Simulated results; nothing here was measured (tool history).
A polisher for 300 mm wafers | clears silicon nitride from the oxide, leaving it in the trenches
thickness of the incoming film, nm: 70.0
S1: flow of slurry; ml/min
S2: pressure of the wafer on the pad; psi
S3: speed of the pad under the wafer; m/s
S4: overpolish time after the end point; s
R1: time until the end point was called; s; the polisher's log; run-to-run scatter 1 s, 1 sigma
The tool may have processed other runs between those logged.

run  hour   S1   S2    S3  S4      R1
  1     0  285  2.4   0.9  45  97.306
  2   6.7  285  1.9   0.9  45  120.56
  3    13  285  2.2  0.92  45  105.16
  4  18.2  315  2.2  0.92  45  103.99
  5  26.5  315  2.4  0.92  45  93.614
  6    29  315  2.5  0.92  45   88.24
  7  35.4  315  2.6  0.92  45  86.692

Run 8 comes next. What will it give?
  8    38  315  2.7  0.92  45   ?

R1: 82.753 s
